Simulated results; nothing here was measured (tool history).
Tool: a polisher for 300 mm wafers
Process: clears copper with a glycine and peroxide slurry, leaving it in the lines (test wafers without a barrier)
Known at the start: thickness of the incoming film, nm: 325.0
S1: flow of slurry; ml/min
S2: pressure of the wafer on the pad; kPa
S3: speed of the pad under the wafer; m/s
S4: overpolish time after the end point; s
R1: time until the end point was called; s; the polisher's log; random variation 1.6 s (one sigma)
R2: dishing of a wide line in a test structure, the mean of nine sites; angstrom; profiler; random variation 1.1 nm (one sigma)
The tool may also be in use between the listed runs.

run  hour   S1    S2    S3  S4      R1      R2
  1     0  225  13.8  0.88  25  70.657  705.47
  2   8.6  225  13.8  1.08  25  63.939  762.43
  3  13.6  225  16.5  1.08  25  56.683  853.37
  4  21.4  220  15.2  1.04  25  61.996  815.94
  5  26.5  220  17.9  1.04  25   54.22  875.37
  6    31  220  15.9     1  25  61.559  788.67

Forecast run 7:
  7  35.6  215  14.5  0.98  25   ?   ?

Run 7 gave R1 67.987 s, R2 740.78 angstrom.
